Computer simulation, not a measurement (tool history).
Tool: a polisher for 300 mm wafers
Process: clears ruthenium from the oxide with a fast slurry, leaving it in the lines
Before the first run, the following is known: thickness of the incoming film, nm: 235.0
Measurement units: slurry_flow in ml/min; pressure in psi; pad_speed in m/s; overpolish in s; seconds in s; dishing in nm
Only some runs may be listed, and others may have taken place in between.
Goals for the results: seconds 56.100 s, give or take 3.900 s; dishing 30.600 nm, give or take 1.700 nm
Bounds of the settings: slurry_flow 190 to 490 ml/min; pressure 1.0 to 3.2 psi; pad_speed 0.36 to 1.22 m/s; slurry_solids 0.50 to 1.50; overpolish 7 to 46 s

run  hour  slurry_flow  pressure  pad_speed  slurry_solids  overpolish  seconds  dishing
  1   0.0          315       2.1       0.78           1.00          24   91.659   42.610
  2   8.2          315       2.3       0.78           1.00          20   85.517   38.944
  3  14.3          315       2.5       0.78           1.00          17   81.581   36.435
  4  22.8          315       2.5       0.68           1.00          17   90.869   31.974
  5  23.9          320       2.7       0.68           1.10          15   81.002   31.382
     29.4  -- head pressure recalibrated
  6  29.4          320       2.2       0.68           1.10          15   92.908   27.843
  7  37.6          320       2.8       0.86           1.15           7   57.571   21.294
  8  39.2          320       2.9       0.86           1.10           8   59.254   23.916
  9  47.0          320       3.0       0.88           1.05           9   57.124   28.443

Which of these 4 next moves meets every target?
  A  54.8          315       2.7       0.86           1.35           9        ?        ?
  B  54.8          320       2.8       0.88           1.05           9        ?        ?
  C  54.8          345       2.7       0.82           1.10          10        ?        ?
  D  54.8          280       2.8       0.92           1.10          10        ?        ?

move  seconds  dishing
   A   57.834   27.321
   B   59.695   26.527
   C   64.490   27.230
   D   56.972   30.538
A: moves away from the targets compared with the last run
B: moves away from the targets compared with the last run
C: moves away from the targets compared with the last run
D: every result lands within tolerance
Go with D: it meets all targets.
